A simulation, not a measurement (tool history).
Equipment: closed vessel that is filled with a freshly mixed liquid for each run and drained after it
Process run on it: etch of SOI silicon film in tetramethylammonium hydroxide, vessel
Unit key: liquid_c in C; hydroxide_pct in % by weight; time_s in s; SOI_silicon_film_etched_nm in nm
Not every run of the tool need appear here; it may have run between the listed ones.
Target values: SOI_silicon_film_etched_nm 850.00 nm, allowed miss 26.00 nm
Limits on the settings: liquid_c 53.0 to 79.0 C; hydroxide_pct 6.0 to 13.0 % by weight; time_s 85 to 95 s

Run 1, hour 0.0: liquid_c 66.0 C, hydroxide_pct 9.0 % by weight, time_s 85 s. Result: SOI_silicon_film_etched_nm 473.14 nm.
Run 2, hour 4.8: liquid_c 68.5 C, hydroxide_pct 9.0 % by weight, time_s 85 s. Result: SOI_silicon_film_etched_nm 554.67 nm.
Run 3, hour 13.5: liquid_c 71.0 C, hydroxide_pct 9.0 % by weight, time_s 85 s. Result: SOI_silicon_film_etched_nm 639.82 nm.
Run 4, hour 15.8: liquid_c 71.0 C, hydroxide_pct 10.0 % by weight, time_s 85 s. Result: SOI_silicon_film_etched_nm 610.48 nm.
Run 5, hour 17.1: liquid_c 71.0 C, hydroxide_pct 11.5 % by weight, time_s 85 s. Result: SOI_silicon_film_etched_nm 590.60 nm.
Run 6, hour 19.2: liquid_c 73.0 C, hydroxide_pct 11.5 % by weight, time_s 85 s. Result: SOI_silicon_film_etched_nm 647.60 nm.
Run 7, hour 26.6: liquid_c 74.5 C, hydroxide_pct 11.5 % by weight, time_s 85 s. Result: SOI_silicon_film_etched_nm 710.83 nm.
Run 8, hour 33.5: liquid_c 75.5 C, hydroxide_pct 11.5 % by weight, time_s 85 s. Result: SOI_silicon_film_etched_nm 748.15 nm.

Which one of the following 4 next-run settings gets every result inside its allowed miss? There is exactly one.
Run A, hour 40.4: liquid_c 75.5 C, hydroxide_pct 11.0 % by weight, time_s 90 s. Result: SOI_silicon_film_etched_nm ?.
Run B, hour 40.4: liquid_c 78.0 C, hydroxide_pct 12.0 % by weight, time_s 90 s. Result: SOI_silicon_film_etched_nm ?.
Run C, hour 40.4: liquid_c 76.5 C, hydroxide_pct 11.0 % by weight, time_s 85 s. Result: SOI_silicon_film_etched_nm ?.
Run D, hour 40.4: liquid_c 76.0 C, hydroxide_pct 12.0 % by weight, time_s 95 s. Result: SOI_silicon_film_etched_nm ?.

move  SOI_silicon_film_etched_nm
   A                      807.04
   B                      898.97
   C                      806.68
   D                      847.72
A: gains on the last run, yet a result remains outside its allowed miss
B: carries the result that was furthest off beyond its target, to the other side
C: gains on the last run, yet a result remains outside its allowed miss
D: all results land within tolerance of their targets
The move that meets every target is D.

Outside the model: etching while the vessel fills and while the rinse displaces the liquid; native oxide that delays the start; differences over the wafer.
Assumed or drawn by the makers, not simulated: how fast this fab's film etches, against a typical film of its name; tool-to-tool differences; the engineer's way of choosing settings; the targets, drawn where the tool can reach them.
